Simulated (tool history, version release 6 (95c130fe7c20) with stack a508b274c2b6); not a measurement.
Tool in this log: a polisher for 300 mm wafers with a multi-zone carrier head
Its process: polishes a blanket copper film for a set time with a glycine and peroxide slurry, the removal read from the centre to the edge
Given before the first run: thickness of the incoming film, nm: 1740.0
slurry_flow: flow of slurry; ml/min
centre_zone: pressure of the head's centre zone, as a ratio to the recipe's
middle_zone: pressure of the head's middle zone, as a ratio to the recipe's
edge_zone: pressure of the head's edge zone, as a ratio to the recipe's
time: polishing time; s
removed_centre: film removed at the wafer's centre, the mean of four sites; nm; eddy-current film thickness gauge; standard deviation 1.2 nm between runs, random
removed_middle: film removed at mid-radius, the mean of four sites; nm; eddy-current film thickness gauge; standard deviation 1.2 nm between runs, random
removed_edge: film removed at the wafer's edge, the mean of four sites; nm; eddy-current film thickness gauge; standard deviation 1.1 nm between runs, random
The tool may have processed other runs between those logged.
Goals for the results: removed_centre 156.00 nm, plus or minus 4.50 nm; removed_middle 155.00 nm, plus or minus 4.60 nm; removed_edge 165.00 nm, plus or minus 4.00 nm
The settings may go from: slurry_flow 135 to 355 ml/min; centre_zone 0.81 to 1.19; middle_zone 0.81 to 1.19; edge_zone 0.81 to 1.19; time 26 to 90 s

run,day,slurry_flow,centre_zone,middle_zone,edge_zone,time,removed_centre,removed_middle,removed_edge
1,0.000,225,1.00,1.00,1.00,58,246.63,222.49,225.36
2,0.225,205,0.94,0.96,0.96,54,213.34,196.94,201.59
3,0.500,205,1.00,0.96,0.96,54,228.13,198.83,203.39
4,0.558,205,1.00,0.96,0.96,41,170.72,149.82,154.48
5,0.879,205,0.97,0.97,0.99,41,165.98,150.05,157.16
6,0.921,205,0.97,0.97,1.02,41,168.01,150.11,157.60
# day 1.279: centre zone pressure recalibrated
7,1.279,190,0.87,0.98,1.10,43,142.49,157.51,171.00
8,1.492,200,0.89,0.98,1.08,43,144.02,156.72,170.22
9,1.821,195,0.90,0.98,1.07,43,147.40,156.14,170.22

Exercise: of the 5 proposed moves below, exactly one satisfies all targets within the stated allowed misses. Which move is it?
A,2.150,180,1.02,0.98,0.93,43,?,?,?
B,2.150,235,0.86,0.93,0.99,45,?,?,?
C,2.150,205,0.90,0.91,1.04,44,?,?,?
D,2.150,190,0.86,0.97,1.11,43,?,?,?
E,2.150,225,0.95,0.96,1.04,42,?,?,?

move,removed_centre,removed_middle,removed_edge
A,165.49,155.65,157.90
B,150.91,160.94,174.10
C,151.86,152.16,172.28
D,140.38,155.45,172.43
E,154.94,153.45,165.63
A: the result that was furthest off in the last run now lies on the other side of its target
B: the biggest miss grows against the last run
C: corrects the largest miss of the last run, while another result sits out of spec
D: the biggest miss grows against the last run
E: in spec on every target
E meets every target.

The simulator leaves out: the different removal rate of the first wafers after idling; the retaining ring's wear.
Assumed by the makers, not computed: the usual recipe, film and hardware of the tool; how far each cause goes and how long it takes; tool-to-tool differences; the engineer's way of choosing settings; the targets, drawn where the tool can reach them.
